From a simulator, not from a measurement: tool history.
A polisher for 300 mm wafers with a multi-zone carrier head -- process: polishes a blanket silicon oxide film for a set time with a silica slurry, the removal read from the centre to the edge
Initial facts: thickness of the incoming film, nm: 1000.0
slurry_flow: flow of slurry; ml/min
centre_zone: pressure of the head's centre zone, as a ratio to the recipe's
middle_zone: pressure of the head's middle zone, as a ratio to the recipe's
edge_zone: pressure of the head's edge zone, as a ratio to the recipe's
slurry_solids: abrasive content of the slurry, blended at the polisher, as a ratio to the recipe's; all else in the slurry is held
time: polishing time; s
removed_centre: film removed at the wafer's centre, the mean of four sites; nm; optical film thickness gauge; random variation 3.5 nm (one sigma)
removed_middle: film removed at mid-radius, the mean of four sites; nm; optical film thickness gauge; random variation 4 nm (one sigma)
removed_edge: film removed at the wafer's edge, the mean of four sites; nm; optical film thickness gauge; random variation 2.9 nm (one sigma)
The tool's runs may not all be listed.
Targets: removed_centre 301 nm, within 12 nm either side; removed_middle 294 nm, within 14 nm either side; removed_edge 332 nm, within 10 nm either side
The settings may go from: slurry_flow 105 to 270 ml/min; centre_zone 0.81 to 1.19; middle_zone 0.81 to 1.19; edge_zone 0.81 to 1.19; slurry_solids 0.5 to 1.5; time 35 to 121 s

run 1 hour=0 | slurry_flow=175 centre_zone=1 middle_zone=1 edge_zone=1 slurry_solids=1 time=78 | removed_centre=283.47 removed_middle=277.94 removed_edge=277.93
run 2 hour=8.1 | slurry_flow=175 centre_zone=1 middle_zone=1 edge_zone=1 slurry_solids=1 time=93 | removed_centre=332.86 removed_middle=328.78 removed_edge=335.98
run 3 hour=15.7 | slurry_flow=165 centre_zone=0.98 middle_zone=0.98 edge_zone=1.01 slurry_solids=1 time=93 | removed_centre=325.28 removed_middle=323.05 removed_edge=340
run 4 hour=21.9 | slurry_flow=165 centre_zone=0.98 middle_zone=1.01 edge_zone=1.01 slurry_solids=1 time=93 | removed_centre=328.23 removed_middle=326.79 removed_edge=339.73
run 5 hour=24.1 | slurry_flow=165 centre_zone=0.98 middle_zone=1.01 edge_zone=1.09 slurry_solids=1 time=93 | removed_centre=324.21 removed_middle=325.61 removed_edge=347.17
run 6 hour=29.3 | slurry_flow=165 centre_zone=0.98 middle_zone=1.01 edge_zone=1.01 slurry_solids=1 time=93 | removed_centre=327.36 removed_middle=333.43 removed_edge=340.58
run 7 hour=33.4 | slurry_flow=160 centre_zone=0.97 middle_zone=0.98 edge_zone=1.02 slurry_solids=1 time=93 | removed_centre=313.4 removed_middle=318.32 removed_edge=331.19
run 8 hour=38.1 | slurry_flow=160 centre_zone=0.97 middle_zone=0.98 edge_zone=1.02 slurry_solids=1 time=93 | removed_centre=321.82 removed_middle=316.9 removed_edge=332.8
run 9 hour=40.2 | slurry_flow=155 centre_zone=0.95 middle_zone=0.97 edge_zone=1.05 slurry_solids=1 time=93 | removed_centre=308.94 removed_middle=311.5 removed_edge=339.13
run 10 hour=41.7 | slurry_flow=150 centre_zone=0.95 middle_zone=0.96 edge_zone=1.05 slurry_solids=1 time=93 | removed_centre=309.44 removed_middle=320.47 removed_edge=340.79

5 candidate next runs follow, results not yet known. Just one meets every target within its allowed miss. Identify it.
run A hour=43.2 | slurry_flow=135 centre_zone=0.97 middle_zone=1 edge_zone=0.98 slurry_solids=1 time=99 | removed_centre=? removed_middle=? removed_edge=?
run B hour=43.2 | slurry_flow=155 centre_zone=0.85 middle_zone=0.81 edge_zone=1.19 slurry_solids=0.8 time=107 | removed_centre=? removed_middle=? removed_edge=?
run C hour=43.2 | slurry_flow=140 centre_zone=0.93 middle_zone=0.91 edge_zone=1.03 slurry_solids=1.2 time=84 | removed_centre=? removed_middle=? removed_edge=?
run D hour=43.2 | slurry_flow=220 centre_zone=0.92 middle_zone=0.81 edge_zone=1.19 slurry_solids=0.8 time=102 | removed_centre=? removed_middle=? removed_edge=?
run E hour=43.2 | slurry_flow=220 centre_zone=0.88 middle_zone=0.85 edge_zone=1.15 slurry_solids=0.7 time=120 | removed_centre=? removed_middle=? removed_edge=?

move=A removed_centre=331.29 removed_middle=333.61 removed_edge=348.85
move=B removed_centre=277.19 removed_middle=267.44 removed_edge=357.61
move=C removed_centre=298.81 removed_middle=290.09 removed_edge=334.17
move=D removed_centre=301.69 removed_middle=267.08 removed_edge=352.86
move=E removed_centre=305.68 removed_middle=294.4 removed_edge=368.48
A: the biggest miss grows against the last run
B: the result that was furthest off in the last run now lies on the other side of its target
C: all results in spec
D: the result that was furthest off in the last run now lies on the other side of its target
E: brings the last run's worst result on target, with another outside its allowed miss
C is the move that brings every result within its allowed miss.
